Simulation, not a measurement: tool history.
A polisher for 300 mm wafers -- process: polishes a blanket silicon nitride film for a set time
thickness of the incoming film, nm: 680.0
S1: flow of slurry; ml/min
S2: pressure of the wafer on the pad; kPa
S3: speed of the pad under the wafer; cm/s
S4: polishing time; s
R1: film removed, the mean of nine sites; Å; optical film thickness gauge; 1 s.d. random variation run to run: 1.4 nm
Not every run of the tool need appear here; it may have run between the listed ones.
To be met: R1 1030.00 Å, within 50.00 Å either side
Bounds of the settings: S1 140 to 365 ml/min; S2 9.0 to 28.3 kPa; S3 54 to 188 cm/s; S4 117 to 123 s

{"run": 1, "hour": 0.0, "S1": 235, "S2": 18.6, "S3": 120, "S4": 117, "R1": 2186.4}
{"run": 2, "hour": 1.7, "S1": 235, "S2": 15.9, "S3": 112, "S4": 117, "R1": 1777.0}
{"run": 3, "hour": 7.2, "S1": 235, "S2": 15.9, "S3": 90, "S4": 117, "R1": 1487.4}
{"run": 4, "hour": 15.1, "S1": 235, "S2": 15.9, "S3": 118, "S4": 117, "R1": 1862.8}
{"run": 5, "hour": 22.2, "S1": 235, "S2": 13.8, "S3": 110, "S4": 117, "R1": 1538.2}
{"run": 6, "hour": 26.2, "S1": 235, "S2": 17.9, "S3": 110, "S4": 117, "R1": 1988.7}
{"run": 7, "hour": 35.2, "S1": 235, "S2": 15.9, "S3": 106, "S4": 117, "R1": 1686.6}
{"run": 8, "hour": 36.3, "S1": 235, "S2": 14.5, "S3": 102, "S4": 117, "R1": 1511.3}
{"run": 9, "hour": 41.0, "S1": 230, "S2": 9.7, "S3": 88, "S4": 117, "R1": 930.26}

Exactly one of the 4 candidate moves below puts every result within its allowed miss. Which one?
{"run": "A", "hour": 45.7, "S1": 215, "S2": 9.0, "S3": 116, "S4": 117, "R1": "?"}
{"run": "B", "hour": 45.7, "S1": 240, "S2": 12.4, "S3": 84, "S4": 122, "R1": "?"}
{"run": "C", "hour": 45.7, "S1": 220, "S2": 9.0, "S3": 96, "S4": 118, "R1": "?"}
{"run": "D", "hour": 45.7, "S1": 255, "S2": 9.0, "S3": 96, "S4": 117, "R1": "?"}

move=A R1=1016.60
move=B R1=1126.50
move=C R1=883.21
move=D R1=887.84
A: in spec on every target
B: takes the result that was furthest off past its target
C: misses by more than the last run did
D: misses by more than the last run did
The move that meets every target is A.
